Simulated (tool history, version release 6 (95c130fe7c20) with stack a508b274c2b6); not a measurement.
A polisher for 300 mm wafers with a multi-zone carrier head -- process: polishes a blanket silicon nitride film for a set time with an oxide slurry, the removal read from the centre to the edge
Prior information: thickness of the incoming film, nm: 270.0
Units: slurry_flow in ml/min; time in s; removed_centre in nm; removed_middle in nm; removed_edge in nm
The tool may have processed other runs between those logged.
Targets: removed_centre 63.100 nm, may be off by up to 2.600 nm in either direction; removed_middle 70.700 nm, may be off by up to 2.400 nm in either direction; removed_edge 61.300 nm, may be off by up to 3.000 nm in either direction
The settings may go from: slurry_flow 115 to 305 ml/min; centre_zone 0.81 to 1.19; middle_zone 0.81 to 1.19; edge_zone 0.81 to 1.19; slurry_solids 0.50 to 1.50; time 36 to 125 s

run  hour  slurry_flow  centre_zone  middle_zone  edge_zone  slurry_solids  time  removed_centre  removed_middle  removed_edge
  1   0.0          195         1.00         1.00       1.00           1.00    80          87.786          88.381        85.428
  2   7.6          195         1.08         1.00       1.00           1.00    80          94.905          88.556        86.313
  3   9.7          150         1.08         1.00       1.00           1.00    80          93.505          84.315        85.626
  4  15.0          150         1.14         1.00       1.00           1.00    80          96.638          85.051        85.396
  5  16.6          150         1.14         1.00       1.07           1.00    80          94.689          85.772        84.581
  6  19.8          150         1.14         1.00       1.07           1.00    97         116.930         102.830       103.130
  7  23.6          160         1.13         1.01       1.07           0.95    94         110.660          99.044       102.360
  8  29.1          170         1.13         1.03       1.07           0.95    89         106.270          95.945        94.570

Below are 5 possible settings for the next run. Only one of them brings all results inside the allowed miss of their targets. Which is it?
  A  34.6          180         1.03         1.18       1.11           1.15    53               ?               ?             ?
  B  34.6          145         0.85         1.03       1.18           0.80    67               ?               ?             ?
  C  34.6          125         1.09         0.88       1.08           0.70    72               ?               ?             ?
  D  34.6          175         0.92         0.89       1.06           0.90    62               ?               ?             ?
  E  34.6          180         1.16         1.01       1.15           1.20    60               ?               ?             ?

move  removed_centre  removed_middle  removed_edge
   A          61.882          69.923        61.340
   B          54.653          67.088        68.585
   C          69.927          58.723        66.471
   D          58.834          58.845        64.523
   E          80.032          70.266        71.748
A: every result lands within tolerance
B: takes the biggest miss from the last run beyond its target
C: closes in on the targets versus the last run, not all within tolerance yet
D: takes the biggest miss from the last run beyond its target
E: closes in on the targets versus the last run, not all within tolerance yet
Move A is the one to make.

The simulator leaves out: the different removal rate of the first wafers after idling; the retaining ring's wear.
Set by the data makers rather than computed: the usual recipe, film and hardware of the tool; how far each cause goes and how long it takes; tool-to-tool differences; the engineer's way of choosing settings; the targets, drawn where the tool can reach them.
